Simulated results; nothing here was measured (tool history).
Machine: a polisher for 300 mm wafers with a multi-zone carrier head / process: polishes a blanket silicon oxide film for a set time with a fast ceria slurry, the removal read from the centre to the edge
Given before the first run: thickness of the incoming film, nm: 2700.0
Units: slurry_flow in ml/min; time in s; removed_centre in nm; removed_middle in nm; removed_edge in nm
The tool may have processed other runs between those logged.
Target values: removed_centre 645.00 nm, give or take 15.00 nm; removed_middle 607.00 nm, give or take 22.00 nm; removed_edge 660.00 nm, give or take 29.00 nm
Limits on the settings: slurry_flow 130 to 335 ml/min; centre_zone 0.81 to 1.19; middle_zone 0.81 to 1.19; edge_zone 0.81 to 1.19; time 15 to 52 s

{"run": 1, "hour": 0.0, "slurry_flow": 215, "centre_zone": 1.0, "middle_zone": 1.0, "edge_zone": 1.0, "time": 33, "removed_centre": 549.47, "removed_middle": 559.38, "removed_edge": 550.11}
{"run": 2, "hour": 7.0, "slurry_flow": 230, "centre_zone": 1.02, "middle_zone": 1.0, "edge_zone": 1.06, "time": 34, "removed_centre": 585.9, "removed_middle": 579.85, "removed_edge": 589.72}
{"run": 3, "hour": 8.8, "slurry_flow": 265, "centre_zone": 1.02, "middle_zone": 1.0, "edge_zone": 1.06, "time": 34, "removed_centre": 599.19, "removed_middle": 582.45, "removed_edge": 603.3}
{"run": 4, "hour": 15.1, "slurry_flow": 265, "centre_zone": 1.02, "middle_zone": 1.0, "edge_zone": 1.06, "time": 26, "removed_centre": 451.86, "removed_middle": 445.82, "removed_edge": 463.78}
{"run": 5, "hour": 20.4, "slurry_flow": 265, "centre_zone": 1.1, "middle_zone": 1.0, "edge_zone": 1.06, "time": 26, "removed_centre": 487.96, "removed_middle": 448.63, "removed_edge": 463.73}
{"run": 6, "hour": 27.0, "slurry_flow": 265, "centre_zone": 1.1, "middle_zone": 1.0, "edge_zone": 1.02, "time": 26, "removed_centre": 487.04, "removed_middle": 454.27, "removed_edge": 454.21}
{"run": 7, "hour": 34.5, "slurry_flow": 275, "centre_zone": 1.09, "middle_zone": 1.01, "edge_zone": 1.07, "time": 29, "removed_centre": 544.42, "removed_middle": 498.6, "removed_edge": 519.47}
{"run": 8, "hour": 40.1, "slurry_flow": 285, "centre_zone": 1.08, "middle_zone": 1.03, "edge_zone": 1.11, "time": 30, "removed_centre": 561.7, "removed_middle": 534.83, "removed_edge": 559.98}

5 next moves are on the table. One of them brings every result within its allowed miss. Which?
{"run": "A", "hour": 45.7, "slurry_flow": 295, "centre_zone": 1.08, "middle_zone": 0.95, "edge_zone": 1.1, "time": 36, "removed_centre": "?", "removed_middle": "?", "removed_edge": "?"}
{"run": "B", "hour": 45.7, "slurry_flow": 295, "centre_zone": 1.07, "middle_zone": 0.9, "edge_zone": 1.19, "time": 35, "removed_centre": "?", "removed_middle": "?", "removed_edge": "?"}
{"run": "C", "hour": 45.7, "slurry_flow": 305, "centre_zone": 1.05, "middle_zone": 1.1, "edge_zone": 1.18, "time": 35, "removed_centre": "?", "removed_middle": "?", "removed_edge": "?"}
{"run": "D", "hour": 45.7, "slurry_flow": 220, "centre_zone": 1.08, "middle_zone": 1.03, "edge_zone": 1.19, "time": 36, "removed_centre": "?", "removed_middle": "?", "removed_edge": "?"}
{"run": "E", "hour": 45.7, "slurry_flow": 315, "centre_zone": 1.1, "middle_zone": 0.97, "edge_zone": 1.14, "time": 35, "removed_centre": "?", "removed_middle": "?", "removed_edge": "?"}

move=A removed_centre=673.86 removed_middle=608.74 removed_edge=659.27
move=B removed_centre=648.85 removed_middle=570.95 removed_edge=667.83
move=C removed_centre=639.73 removed_middle=656.58 removed_edge=665.16
move=D removed_centre=647.94 removed_middle=620.32 removed_edge=667.68
move=E removed_centre=672.25 removed_middle=603.99 removed_edge=655.85
A: the result that was furthest off in the last run now lies on the other side of its target
B: brings the result that was furthest off to its target, and leaves another outside
C: brings the result that was furthest off to its target, and leaves another outside
D: in spec on every target
E: the result that was furthest off in the last run now lies on the other side of its target
The move that meets every target is D.
